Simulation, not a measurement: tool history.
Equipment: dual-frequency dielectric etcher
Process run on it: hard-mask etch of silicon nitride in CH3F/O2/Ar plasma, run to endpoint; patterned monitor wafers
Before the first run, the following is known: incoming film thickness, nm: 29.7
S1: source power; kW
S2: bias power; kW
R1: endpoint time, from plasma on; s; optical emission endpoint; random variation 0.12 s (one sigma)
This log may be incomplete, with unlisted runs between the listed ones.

run	hour	S1	S2	R1
1	0.0	0.430	0.076	41.923
2	1.1	0.470	0.076	40.332
3	10.0	0.470	0.065	43.017
4	11.1	0.510	0.070	39.921
5	18.2	0.510	0.079	38.056
6	26.6	0.510	0.086	37.006
7	30.2	0.530	0.086	36.045
8	32.5	0.540	0.086	35.792

Run 9, settings as shown, results not yet in. Your forecast:
9	35.4	0.550	0.086	?

Run 9 gave R1 35.423 s.
